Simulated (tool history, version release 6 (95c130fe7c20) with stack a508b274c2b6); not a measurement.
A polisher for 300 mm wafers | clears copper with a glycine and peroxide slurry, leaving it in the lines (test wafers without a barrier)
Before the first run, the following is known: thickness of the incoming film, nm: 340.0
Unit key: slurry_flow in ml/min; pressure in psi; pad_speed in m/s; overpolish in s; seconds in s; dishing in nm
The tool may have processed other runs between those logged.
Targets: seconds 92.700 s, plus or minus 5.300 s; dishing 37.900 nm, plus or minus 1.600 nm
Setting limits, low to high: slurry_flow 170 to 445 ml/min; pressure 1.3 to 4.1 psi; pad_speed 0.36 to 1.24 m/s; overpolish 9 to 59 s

| run | hour | slurry_flow | pressure | pad_speed | overpolish | seconds | dishing |
|---|---|---|---|---|---|---|---|
| 1 | 0.0 | 285 | 2.7 | 0.80 | 30 | 90.451 | 54.107 |
| 2 | 8.9 | 285 | 2.7 | 0.80 | 27 | 88.993 | 51.096 |
| 3 | 15.1 | 285 | 2.6 | 0.80 | 24 | 89.968 | 44.774 |
| 4 | 21.6 | 285 | 2.5 | 0.80 | 23 | 96.422 | 42.148 |
| 5 | 29.9 | 260 | 2.5 | 0.80 | 23 | 93.233 | 41.980 |
| 6 | 33.7 | 260 | 3.1 | 0.80 | 23 | 80.293 | 47.961 |
| 7 | 36.6 | 260 | 3.0 | 0.80 | 22 | 84.024 | 45.651 |
| 8 | 37.7 | 260 | 2.9 | 0.80 | 21 | 85.627 | 43.379 |
| 9 | 41.5 | 260 | 2.8 | 0.80 | 20 | 90.091 | 41.214 |
| 10 | 49.9 | 260 | 2.7 | 0.80 | 17 | 90.768 | 34.887 |
| 11 | 51.4 | 260 | 2.7 | 0.80 | 18 | 93.623 | 35.780 |

Pick the move, out of 4, that brings all results within their allowed miss; only one does.
| A | 52.9 | 270 | 2.5 | 0.80 | 16 | ? | ? |
| B | 52.9 | 300 | 2.7 | 0.78 | 19 | ? | ? |
| C | 52.9 | 275 | 2.7 | 0.72 | 18 | ? | ? |
| D | 52.9 | 290 | 3.1 | 0.64 | 17 | ? | ? |

| move | seconds | dishing |
|---|---|---|
| A | 96.299 | 31.439 |
| B | 91.530 | 37.983 |
| C | 98.256 | 34.306 |
| D | 96.237 | 33.426 |
A: moves away from the targets compared with the last run
B: every result within its allowed miss
C: moves away from the targets compared with the last run
D: moves away from the targets compared with the last run
Correct choice: B, which meets every target
